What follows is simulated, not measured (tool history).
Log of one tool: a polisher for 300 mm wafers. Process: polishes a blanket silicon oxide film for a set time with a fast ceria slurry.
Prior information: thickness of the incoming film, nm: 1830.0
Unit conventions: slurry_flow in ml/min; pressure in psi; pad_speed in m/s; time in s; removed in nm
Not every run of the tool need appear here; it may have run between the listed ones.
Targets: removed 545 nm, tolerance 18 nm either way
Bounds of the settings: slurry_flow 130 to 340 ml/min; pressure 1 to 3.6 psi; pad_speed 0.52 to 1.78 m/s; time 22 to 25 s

run,hour,slurry_flow,pressure,pad_speed,time,removed
1,0,220,2.3,1.14,25,379.49
2,1.7,245,2.3,1.14,25,380.18
3,3.6,290,2.3,1.14,25,394.89
4,10.1,290,1.9,1.14,25,322.95
5,17.4,290,2.1,1.14,25,353.65
6,25.1,255,2.1,1.14,25,345.21
7,31.7,260,2.3,1.14,25,381.45
8,37,260,2.3,1.14,25,386.58
9,41.4,260,2.4,1.14,25,405.21
10,50,260,2.5,1.14,25,414.9
11,56.7,260,2.6,1.14,25,433.43
12,60.1,260,2.7,1.14,25,452.05
13,65,260,2.8,1.14,25,464.24
14,66.6,260,2.9,1.14,25,482.39
15,68.3,260,3,1.14,25,506.86
16,71.1,260,3.1,1.14,25,518.96

4 candidate next runs follow, results not yet known. Just one meets every target within its allowed miss. Identify it.
A,73.9,235,3.2,1.08,25,?
B,73.9,245,3.1,1.24,22,?
C,73.9,255,3.3,1.12,25,?
D,73.9,270,3.1,1.1,25,?

move,removed
A,501.63
B,491.23
C,539.54
D,501.26
A: its largest miss is bigger than the last run's
B: its largest miss is bigger than the last run's
C: all results in spec
D: its largest miss is bigger than the last run's
C is the move that brings every result within its allowed miss.

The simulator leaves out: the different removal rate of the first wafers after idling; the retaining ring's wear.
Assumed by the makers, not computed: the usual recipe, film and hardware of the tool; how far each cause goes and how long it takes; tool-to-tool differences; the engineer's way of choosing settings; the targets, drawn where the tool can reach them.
